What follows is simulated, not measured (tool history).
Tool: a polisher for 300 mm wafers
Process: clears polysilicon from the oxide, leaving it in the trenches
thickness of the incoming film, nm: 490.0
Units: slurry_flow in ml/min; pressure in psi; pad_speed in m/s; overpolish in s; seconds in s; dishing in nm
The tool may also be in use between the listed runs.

run 1 hour=0.0 | slurry_flow=280 pressure=2.7 pad_speed=1.08 overpolish=22 | seconds=28.712 dishing=47.264
run 2 hour=4.5 | slurry_flow=280 pressure=2.5 pad_speed=1.00 overpolish=20 | seconds=33.603 dishing=48.161
run 3 hour=11.9 | slurry_flow=230 pressure=2.5 pad_speed=1.00 overpolish=20 | seconds=34.151 dishing=49.569
run 4 hour=17.7 | slurry_flow=230 pressure=2.5 pad_speed=1.12 overpolish=20 | seconds=30.333 dishing=49.433
run 5 hour=18.4 | slurry_flow=260 pressure=2.3 pad_speed=1.02 overpolish=23 | seconds=34.881 dishing=49.298
run 6 hour=19.3 | slurry_flow=285 pressure=2.2 pad_speed=0.94 overpolish=21 | seconds=40.487 dishing=47.683
run 7 hour=28.0 | slurry_flow=285 pressure=2.2 pad_speed=0.94 overpolish=21 | seconds=40.683 dishing=48.686
run 8 hour=31.1 | slurry_flow=310 pressure=2.2 pad_speed=0.88 overpolish=19 | seconds=42.476 dishing=48.619
run 9 hour=32.7 | slurry_flow=310 pressure=2.2 pad_speed=0.88 overpolish=19 | seconds=42.585 dishing=47.826

Run 10 comes next. What will it give?
run 10 hour=40.3 | slurry_flow=330 pressure=2.1 pad_speed=0.82 overpolish=18 | seconds=? dishing=?

seconds: 46.900 s
dishing: 47.704 nm
